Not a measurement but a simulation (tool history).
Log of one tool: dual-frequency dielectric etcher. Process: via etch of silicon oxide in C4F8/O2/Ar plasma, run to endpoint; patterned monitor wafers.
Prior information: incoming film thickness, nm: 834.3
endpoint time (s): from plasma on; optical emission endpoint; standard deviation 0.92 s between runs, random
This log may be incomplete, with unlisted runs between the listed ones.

run  hour  source power (kW)  bias power (kW)  endpoint time (s)
  1     0               2.04            2.349             148.75
  2   1.7               2.04            2.207             151.08
  3   2.6               1.83            2.207             157.05
  4    11               1.95            2.256             151.89
  5  17.4               2.22            2.256             147.96
  6  20.2               2.29            2.335             143.64
  7  25.1               2.35            2.375             140.67
  8  33.4                2.4            2.397             140.39
  9  36.4               2.45            2.429             138.03
 10  38.8               2.49            2.448             137.51

Run 11 comes next. What will it give?
 11  45.1               2.53            2.468                  ?

endpoint time (s): 134.8
